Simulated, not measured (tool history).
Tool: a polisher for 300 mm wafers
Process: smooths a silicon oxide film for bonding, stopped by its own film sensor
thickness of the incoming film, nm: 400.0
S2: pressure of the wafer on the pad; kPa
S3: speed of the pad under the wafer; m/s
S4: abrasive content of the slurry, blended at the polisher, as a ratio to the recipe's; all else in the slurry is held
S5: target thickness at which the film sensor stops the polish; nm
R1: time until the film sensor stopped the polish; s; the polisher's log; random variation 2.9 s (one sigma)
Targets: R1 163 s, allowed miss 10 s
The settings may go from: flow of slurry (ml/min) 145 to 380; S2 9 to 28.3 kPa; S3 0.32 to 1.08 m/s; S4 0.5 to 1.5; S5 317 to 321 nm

run 1 day=0 | flow_of_slurry_(ml/min)=245 S2=18.6 S3=0.7 S4=1 S5=321 | R1=101.45
run 2 day=0.146 | flow_of_slurry_(ml/min)=245 S2=18.6 S3=0.7 S4=1.2 S5=321 | R1=93.756
run 3 day=0.229 | flow_of_slurry_(ml/min)=245 S2=22.8 S3=0.7 S4=1.2 S5=321 | R1=77.878
run 4 day=0.3 | flow_of_slurry_(ml/min)=245 S2=19.3 S3=0.7 S4=1.2 S5=321 | R1=91.429
run 5 day=0.333 | flow_of_slurry_(ml/min)=245 S2=16.5 S3=0.66 S4=1.2 S5=321 | R1=109.66
run 6 day=0.529 | flow_of_slurry_(ml/min)=245 S2=16.5 S3=0.78 S4=1.2 S5=321 | R1=95.272
run 7 day=0.725 | flow_of_slurry_(ml/min)=245 S2=14.5 S3=0.74 S4=1.2 S5=321 | R1=112.75
run 8 day=1.096 | flow_of_slurry_(ml/min)=245 S2=13.1 S3=0.72 S4=1.2 S5=321 | R1=127.28
run 9 day=1.267 | flow_of_slurry_(ml/min)=245 S2=12.4 S3=0.72 S4=1.2 S5=321 | R1=135.05
run 10 day=1.438 | flow_of_slurry_(ml/min)=245 S2=11.7 S3=0.72 S4=1.2 S5=321 | R1=137.03
run 11 day=1.638 | flow_of_slurry_(ml/min)=245 S2=11 S3=0.72 S4=1.2 S5=321 | R1=151.39

4 next moves are on the table. One of them brings every result within its allowed miss. Which?
run A day=1.838 | flow_of_slurry_(ml/min)=290 S2=9 S3=0.92 S4=1.1 S5=317 | R1=?
run B day=1.838 | flow_of_slurry_(ml/min)=205 S2=9.7 S3=0.62 S4=1.2 S5=319 | R1=?
run C day=1.838 | flow_of_slurry_(ml/min)=220 S2=9 S3=0.68 S4=1.25 S5=317 | R1=?
run D day=1.838 | flow_of_slurry_(ml/min)=240 S2=9 S3=0.7 S4=1.2 S5=321 | R1=?

move=A R1=162.38
move=B R1=200.96
move=C R1=199.61
move=D R1=187.5
A: meets every target
B: takes the result that was furthest off past its target
C: takes the result that was furthest off past its target
D: takes the result that was furthest off past its target
Move A is the one to make.
